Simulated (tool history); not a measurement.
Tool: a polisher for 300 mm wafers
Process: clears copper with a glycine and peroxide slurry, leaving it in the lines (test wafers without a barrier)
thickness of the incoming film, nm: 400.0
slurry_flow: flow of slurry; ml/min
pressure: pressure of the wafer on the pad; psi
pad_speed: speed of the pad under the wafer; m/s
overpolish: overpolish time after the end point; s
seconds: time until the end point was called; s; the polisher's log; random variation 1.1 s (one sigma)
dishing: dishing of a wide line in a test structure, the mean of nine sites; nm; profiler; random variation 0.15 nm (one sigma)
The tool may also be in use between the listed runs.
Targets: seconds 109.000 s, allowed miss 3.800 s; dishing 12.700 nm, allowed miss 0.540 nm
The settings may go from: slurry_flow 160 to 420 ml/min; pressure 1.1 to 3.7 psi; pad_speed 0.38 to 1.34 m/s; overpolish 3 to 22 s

| run | day | slurry_flow | pressure | pad_speed | overpolish | seconds | dishing |
|---|---|---|---|---|---|---|---|
| 1 | 0.000 | 270 | 2.4 | 0.86 | 11 | 89.956 | 31.918 |
| 2 | 0.338 | 270 | 2.4 | 0.86 | 9 | 88.951 | 26.661 |
| 3 | 0.408 | 270 | 2.1 | 0.86 | 7 | 100.370 | 19.157 |
| 4 | 0.538 | 270 | 2.1 | 0.72 | 7 | 113.710 | 16.670 |
| 5 | 0.562 | 275 | 2.1 | 0.72 | 6 | 113.990 | 14.774 |
|  | 0.917 | worn pad replaced by a new one |
| 6 | 0.917 | 280 | 2.1 | 0.72 | 5 | 101.960 | 13.857 |
| 7 | 1.142 | 270 | 2.1 | 0.72 | 5 | 99.799 | 13.893 |
| 8 | 1.358 | 285 | 2.1 | 0.72 | 5 | 99.210 | 13.637 |
| 9 | 1.429 | 275 | 2.1 | 0.72 | 5 | 98.741 | 13.768 |
| 10 | 1.533 | 270 | 2.0 | 0.72 | 5 | 103.190 | 13.499 |

Which of these 5 next moves meets every target?
| A | 1.638 | 280 | 2.0 | 0.78 | 5 | ? | ? |
| B | 1.638 | 260 | 1.6 | 0.86 | 5 | ? | ? |
| C | 1.638 | 250 | 1.7 | 0.88 | 5 | ? | ? |
| D | 1.638 | 270 | 1.5 | 0.90 | 6 | ? | ? |
| E | 1.638 | 280 | 2.0 | 0.76 | 5 | ? | ? |

| move | seconds | dishing |
|---|---|---|
| A | 97.954 | 14.058 |
| B | 107.940 | 12.790 |
| C | 102.180 | 13.474 |
| D | 108.950 | 15.044 |
| E | 99.808 | 13.815 |
A: further off than the last run
B: meets every target
C: further off than the last run
D: brings the result that was furthest off to its target, and leaves another outside
E: further off than the last run
The right move is B.

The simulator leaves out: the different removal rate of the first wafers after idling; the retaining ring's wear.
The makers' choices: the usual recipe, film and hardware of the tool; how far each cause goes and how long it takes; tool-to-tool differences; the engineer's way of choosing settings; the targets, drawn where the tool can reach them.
